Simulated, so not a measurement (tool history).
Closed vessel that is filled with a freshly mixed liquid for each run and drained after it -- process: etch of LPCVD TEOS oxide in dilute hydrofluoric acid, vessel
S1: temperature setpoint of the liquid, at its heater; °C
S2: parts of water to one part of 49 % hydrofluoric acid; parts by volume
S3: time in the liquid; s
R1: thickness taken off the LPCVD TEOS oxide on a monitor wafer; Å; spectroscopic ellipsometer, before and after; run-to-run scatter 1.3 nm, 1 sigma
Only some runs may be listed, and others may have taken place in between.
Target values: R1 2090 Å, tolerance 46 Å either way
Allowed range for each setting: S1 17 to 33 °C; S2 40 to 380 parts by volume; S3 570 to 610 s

Run 1, day 0: S1 25 °C, S2 210 parts by volume, S3 570 s. Result: R1 733.42 Å.
Run 2, day 0.333: S1 26 °C, S2 195 parts by volume, S3 570 s. Result: R1 833.45 Å.
Run 3, day 0.471: S1 26.5 °C, S2 185 parts by volume, S3 570 s. Result: R1 906.22 Å.
Run 4, day 0.825: S1 26.5 °C, S2 185 parts by volume, S3 610 s. Result: R1 960.04 Å.
Run 5, day 0.896: S1 27 °C, S2 175 parts by volume, S3 610 s. Result: R1 1054.1 Å.
Run 6, day 1.229: S1 24 °C, S2 175 parts by volume, S3 610 s. Result: R1 943 Å.
Run 7, day 1.554: S1 25 °C, S2 165 parts by volume, S3 610 s. Result: R1 1044.7 Å.
Run 8, day 1.708: S1 26 °C, S2 160 parts by volume, S3 610 s. Result: R1 1133.2 Å.
Run 9, day 2.058: S1 26.5 °C, S2 155 parts by volume, S3 610 s. Result: R1 1196 Å.
Run 10, day 2.442: S1 27 °C, S2 150 parts by volume, S3 610 s. Result: R1 1273.4 Å.
Run 11, day 2.633: S1 27.5 °C, S2 145 parts by volume, S3 610 s. Result: R1 1352.9 Å.
Run 12, day 2.871: S1 28 °C, S2 140 parts by volume, S3 610 s. Result: R1 1438.9 Å.
Run 13, day 3.254: S1 32 °C, S2 105 parts by volume, S3 610 s. Result: R1 2310.2 Å.
Run 14, day 3.612: S1 31 °C, S2 105 parts by volume, S3 610 s. Result: R1 2240.1 Å.
Run 15, day 3.825: S1 30.5 °C, S2 105 parts by volume, S3 610 s. Result: R1 2207.8 Å.
Run 16, day 4.15: S1 30 °C, S2 105 parts by volume, S3 610 s. Result: R1 2145.7 Å.

Which one of the following 4 next-run settings gets every result inside its allowed miss? There is exactly one.
Run A, day 4.475: S1 30 °C, S2 100 parts by volume, S3 585 s. Result: R1 ?.
Run B, day 4.475: S1 30.5 °C, S2 105 parts by volume, S3 600 s. Result: R1 ?.
Run C, day 4.475: S1 31 °C, S2 110 parts by volume, S3 605 s. Result: R1 ?.
Run D, day 4.475: S1 32 °C, S2 110 parts by volume, S3 600 s. Result: R1 ?.

move      R1
   A  2196.5
   B  2169.5
   C  2111.1
   D  2171.3
A: moves away from the targets compared with the last run
B: moves away from the targets compared with the last run
C: all results land within tolerance of their targets
D: moves away from the targets compared with the last run
So the answer is move C, the one that meets all the targets.
